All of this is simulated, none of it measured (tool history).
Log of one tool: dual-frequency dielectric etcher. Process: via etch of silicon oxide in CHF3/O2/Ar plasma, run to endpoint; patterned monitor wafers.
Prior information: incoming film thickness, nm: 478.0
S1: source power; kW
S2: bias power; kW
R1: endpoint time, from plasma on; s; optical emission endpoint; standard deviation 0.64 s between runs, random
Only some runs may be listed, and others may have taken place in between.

Run 1, hour 0: S1 0.76 kW, S2 0.204 kW. Result: R1 224.08 s.
Run 2, hour 1.4: S1 0.76 kW, S2 0.22 kW. Result: R1 219.99 s.
Run 3, hour 9: S1 0.67 kW, S2 0.22 kW. Result: R1 233.15 s.
Run 4, hour 15.9: S1 0.69 kW, S2 0.221 kW. Result: R1 230.06 s.
Run 5, hour 22.3: S1 0.69 kW, S2 0.199 kW. Result: R1 237.56 s.
Run 6, hour 28.3: S1 0.74 kW, S2 0.199 kW. Result: R1 228.68 s.
Run 7, hour 30.9: S1 0.76 kW, S2 0.2 kW. Result: R1 225.66 s.
Run 8, hour 35.6: S1 0.77 kW, S2 0.201 kW. Result: R1 225.18 s.
Run 9, hour 38.6: S1 0.77 kW, S2 0.201 kW. Result: R1 224.79 s.
Run 10, hour 44.1: S1 0.78 kW, S2 0.202 kW. Result: R1 223.39 s.
Run 11, hour 50.5: S1 0.79 kW, S2 0.203 kW. Result: R1 220.75 s.
Run 12, hour 57.1: S1 0.79 kW, S2 0.203 kW. Result: R1 220.34 s.
Run 13, hour 65.2: S1 0.8 kW, S2 0.203 kW. Result: R1 220.34 s.

Run 14, settings as shown, results not yet in. Your forecast:
Run 14, hour 66.8: S1 0.81 kW, S2 0.204 kW. Result: R1 ?.

Run 14 measured R1 218.28 s.
